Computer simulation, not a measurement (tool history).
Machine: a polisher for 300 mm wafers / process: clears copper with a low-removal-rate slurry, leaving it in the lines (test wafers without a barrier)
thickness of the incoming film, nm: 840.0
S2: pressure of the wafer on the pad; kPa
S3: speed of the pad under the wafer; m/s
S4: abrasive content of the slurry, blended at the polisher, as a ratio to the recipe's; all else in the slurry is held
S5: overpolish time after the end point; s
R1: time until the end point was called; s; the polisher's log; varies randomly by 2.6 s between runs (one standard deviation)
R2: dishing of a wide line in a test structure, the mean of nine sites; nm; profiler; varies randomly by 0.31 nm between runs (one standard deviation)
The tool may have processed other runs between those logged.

Run 1, hour 0: flow of slurry (ml/min) 190, S2 27.6 kPa, S3 1.42 m/s, S4 1, S5 17 s. Result: R1 190.47 s, R2 48.976 nm.
Run 2, hour 0.7: flow of slurry (ml/min) 190, S2 25.5 kPa, S3 1.48 m/s, S4 1, S5 15 s. Result: R1 192.76 s, R2 44.389 nm.
Run 3, hour 4.9: flow of slurry (ml/min) 195, S2 23.4 kPa, S3 1.52 m/s, S4 1, S5 13 s. Result: R1 206.95 s, R2 37.554 nm.
Run 4, hour 11.6: flow of slurry (ml/min) 150, S2 23.4 kPa, S3 1.52 m/s, S4 1, S5 13 s. Result: R1 214.04 s, R2 36.944 nm.
Run 5, hour 20.3: flow of slurry (ml/min) 150, S2 23.4 kPa, S3 1.52 m/s, S4 0.95, S5 13 s. Result: R1 215.18 s, R2 36.06 nm.
Run 6, hour 22.9: flow of slurry (ml/min) 150, S2 23.4 kPa, S3 1.52 m/s, S4 1.1, S5 13 s. Result: R1 205.8 s, R2 37.653 nm.
Run 7, hour 26.6: flow of slurry (ml/min) 145, S2 22.1 kPa, S3 1.62 m/s, S4 1.05, S5 12 s. Result: R1 209.83 s, R2 34.744 nm.
Run 8, hour 28.2: flow of slurry (ml/min) 145, S2 22.1 kPa, S3 1.62 m/s, S4 1.05, S5 12 s. Result: R1 203.58 s, R2 34.032 nm.
Run 9, hour 36: flow of slurry (ml/min) 140, S2 20.7 kPa, S3 1.7 m/s, S4 1.05, S5 11 s. Result: R1 214.86 s, R2 31.207 nm.
Run 10, hour 44.6: flow of slurry (ml/min) 135, S2 19.3 kPa, S3 1.78 m/s, S4 1.1, S5 10 s. Result: R1 216.54 s, R2 29.61 nm.
Run 11, hour 46.1: flow of slurry (ml/min) 130, S2 18.6 kPa, S3 1.86 m/s, S4 1.1, S5 9 s. Result: R1 218.58 s, R2 25.579 nm.
Run 12, hour 54.8: flow of slurry (ml/min) 130, S2 18.6 kPa, S3 1.92 m/s, S4 1.1, S5 8 s. Result: R1 212.03 s, R2 24.765 nm.
Run 13, hour 56.7: flow of slurry (ml/min) 130, S2 18.6 kPa, S3 1.96 m/s, S4 1.1, S5 8 s. Result: R1 207.94 s, R2 24.775 nm.

The next listed run, before its measurement:
Run 14, hour 63.9: flow of slurry (ml/min) 130, S2 18.6 kPa, S3 2 m/s, S4 1.1, S5 8 s. Result: R1 ?, R2 ?.

{"run 14": {"R1": 199.63, "R2": 24.586}}
